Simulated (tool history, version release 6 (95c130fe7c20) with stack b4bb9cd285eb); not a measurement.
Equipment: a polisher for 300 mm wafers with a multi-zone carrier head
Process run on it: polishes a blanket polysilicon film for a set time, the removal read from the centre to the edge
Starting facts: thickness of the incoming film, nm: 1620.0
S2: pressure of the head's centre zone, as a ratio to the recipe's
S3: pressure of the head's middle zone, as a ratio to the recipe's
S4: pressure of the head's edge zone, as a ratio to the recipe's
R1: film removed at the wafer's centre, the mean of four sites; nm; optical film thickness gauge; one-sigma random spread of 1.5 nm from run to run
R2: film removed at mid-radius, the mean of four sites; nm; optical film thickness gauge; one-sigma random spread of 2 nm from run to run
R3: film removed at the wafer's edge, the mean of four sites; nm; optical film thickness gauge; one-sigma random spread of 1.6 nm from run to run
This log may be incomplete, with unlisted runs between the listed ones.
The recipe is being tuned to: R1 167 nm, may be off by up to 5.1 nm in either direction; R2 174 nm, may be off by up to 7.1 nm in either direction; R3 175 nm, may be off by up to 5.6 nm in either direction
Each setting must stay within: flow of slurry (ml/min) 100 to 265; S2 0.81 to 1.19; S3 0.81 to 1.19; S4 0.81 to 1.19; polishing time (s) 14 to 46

{"run": 1, "day": 0.0, "flow of slurry (ml/min)": 170, "S2": 1, "S3": 1, "S4": 1, "polishing time (s)": 30, "R1": 196.94, "R2": 190.61, "R3": 195.15}
{"run": 2, "day": 0.225, "flow of slurry (ml/min)": 170, "S2": 0.92, "S3": 1, "S4": 1, "polishing time (s)": 30, "R1": 184.11, "R2": 194.83, "R3": 196.3}
{"run": 3, "day": 0.504, "flow of slurry (ml/min)": 160, "S2": 0.92, "S3": 0.99, "S4": 0.98, "polishing time (s)": 30, "R1": 183.31, "R2": 190.17, "R3": 192.41}
{"run": 4, "day": 0.721, "flow of slurry (ml/min)": 150, "S2": 0.91, "S3": 0.98, "S4": 0.96, "polishing time (s)": 30, "R1": 178, "R2": 185.12, "R3": 188.31}
{"run": 5, "day": 0.75, "flow of slurry (ml/min)": 140, "S2": 0.91, "S3": 0.98, "S4": 0.95, "polishing time (s)": 30, "R1": 176.34, "R2": 184.86, "R3": 185.02}
{"run": 6, "day": 0.829, "flow of slurry (ml/min)": 140, "S2": 0.84, "S3": 0.98, "S4": 0.95, "polishing time (s)": 30, "R1": 164.85, "R2": 186.03, "R3": 185.21}
{"run": 7, "day": 0.879, "flow of slurry (ml/min)": 135, "S2": 0.85, "S3": 0.97, "S4": 0.94, "polishing time (s)": 30, "R1": 165.46, "R2": 182.7, "R3": 183.1}
{"run": 8, "day": 1.096, "flow of slurry (ml/min)": 135, "S2": 0.85, "S3": 0.97, "S4": 0.94, "polishing time (s)": 30, "R1": 163.47, "R2": 181.03, "R3": 185.56}
{"run": 9, "day": 1.325, "flow of slurry (ml/min)": 135, "S2": 0.86, "S3": 0.97, "S4": 0.92, "polishing time (s)": 30, "R1": 165.37, "R2": 185.49, "R3": 180.67}
{"run": 10, "day": 1.625, "flow of slurry (ml/min)": 130, "S2": 0.87, "S3": 0.96, "S4": 0.92, "polishing time (s)": 30, "R1": 167.11, "R2": 178.17, "R3": 181.41}

Below are 4 possible settings for the next run. Only one of them brings all results inside the allowed miss of their targets. Which is it?
{"run": "A", "day": 1.925, "flow of slurry (ml/min)": 125, "S2": 0.89, "S3": 0.95, "S4": 0.88, "polishing time (s)": 30, "R1": "?", "R2": "?", "R3": "?"}
{"run": "B", "day": 1.925, "flow of slurry (ml/min)": 130, "S2": 0.82, "S3": 0.88, "S4": 0.91, "polishing time (s)": 32, "R1": "?", "R2": "?", "R3": "?"}
{"run": "C", "day": 1.925, "flow of slurry (ml/min)": 135, "S2": 0.89, "S3": 0.97, "S4": 0.92, "polishing time (s)": 31, "R1": "?", "R2": "?", "R3": "?"}
{"run": "D", "day": 1.925, "flow of slurry (ml/min)": 165, "S2": 1.02, "S3": 1.08, "S4": 0.81, "polishing time (s)": 27, "R1": "?", "R2": "?", "R3": "?"}

move=A R1=168.79 R2=173.52 R3=176.84
move=B R1=171.82 R2=175.26 R3=192.92
move=C R1=177.88 R2=185.6 R3=188.71
move=D R1=178.55 R2=184.03 R3=159.37
A: all results in spec
B: the biggest miss grows against the last run
C: the biggest miss grows against the last run
D: takes the biggest miss from the last run beyond its target
A is the move that brings every result within its allowed miss.
